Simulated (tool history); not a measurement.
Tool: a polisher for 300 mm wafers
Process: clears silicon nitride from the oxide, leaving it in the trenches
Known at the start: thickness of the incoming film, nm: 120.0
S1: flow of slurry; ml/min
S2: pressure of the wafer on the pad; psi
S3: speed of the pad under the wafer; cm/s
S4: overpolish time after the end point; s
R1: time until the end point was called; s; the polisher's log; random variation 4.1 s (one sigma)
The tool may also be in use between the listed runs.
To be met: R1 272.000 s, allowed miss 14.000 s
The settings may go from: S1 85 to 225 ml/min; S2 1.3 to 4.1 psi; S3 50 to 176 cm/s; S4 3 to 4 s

{"run": 1, "hour": 0.0, "S1": 145, "S2": 2.7, "S3": 112, "S4": 4, "R1": 110.43}
{"run": 2, "hour": 8.9, "S1": 145, "S2": 3.0, "S3": 112, "S4": 4, "R1": 101.59}
{"run": 3, "hour": 17.7, "S1": 145, "S2": 3.0, "S3": 124, "S4": 4, "R1": 89.59}
{"run": 4, "hour": 21.1, "S1": 110, "S2": 3.0, "S3": 124, "S4": 4, "R1": 96.331}
{"run": 5, "hour": 23.9, "S1": 110, "S2": 3.0, "S3": 98, "S4": 4, "R1": 116.16}
{"run": 6, "hour": 29.5, "S1": 110, "S2": 3.0, "S3": 98, "S4": 4, "R1": 121.56}
{"run": 7, "hour": 32.5, "S1": 105, "S2": 2.3, "S3": 72, "S4": 4, "R1": 209.26}
{"run": 8, "hour": 35.2, "S1": 105, "S2": 1.6, "S3": 70, "S4": 4, "R1": 301.34}

Which of these 4 next moves meets every target?
{"run": "A", "hour": 37.9, "S1": 145, "S2": 1.8, "S3": 76, "S4": 4, "R1": "?"}
{"run": "B", "hour": 37.9, "S1": 100, "S2": 1.6, "S3": 80, "S4": 4, "R1": "?"}
{"run": "C", "hour": 37.9, "S1": 110, "S2": 1.4, "S3": 82, "S4": 3, "R1": "?"}
{"run": "D", "hour": 37.9, "S1": 110, "S2": 1.5, "S3": 72, "S4": 4, "R1": "?"}

move=A R1=240.250
move=B R1=273.180
move=C R1=297.290
move=D R1=315.420
A: takes the result that was furthest off past its target
B: meets every target
C: nearer than the last run, and not there yet
D: further off than the last run
The right move is B.
